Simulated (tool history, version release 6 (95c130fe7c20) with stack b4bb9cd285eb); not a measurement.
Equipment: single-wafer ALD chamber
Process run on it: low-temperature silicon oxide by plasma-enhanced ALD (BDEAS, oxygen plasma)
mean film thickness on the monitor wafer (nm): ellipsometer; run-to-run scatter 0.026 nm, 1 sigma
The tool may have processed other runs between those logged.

run  hour  heater temperature setpoint (°C)  number of ALD cycles (cycles)  mean film thickness on the monitor wafer (nm)
  1     0                               120                             30                                         4.0244
  2   1.4                               120                             32                                         4.3479
  3   6.3                               126                             32                                         4.2372
  4   7.9                               122                             32                                         4.2963
  5   8.9                               122                             34                                         4.5802
  6    14                               129                             34                                         4.5185
  7  19.4                               128                             34                                         4.4799
  8    24                               127                             34                                         4.5002
  9  25.1                               126                             34                                         4.5248
 10  33.8                               125                             34                                         4.5235
 11  42.1                               124                             34                                         4.5556
 12  45.6                               123                             34                                         4.5428

What will run 13 give?
 13  46.7                               122                             34                                              ?

Logged for run 13: mean film thickness on the monitor wafer (nm) 4.5513.
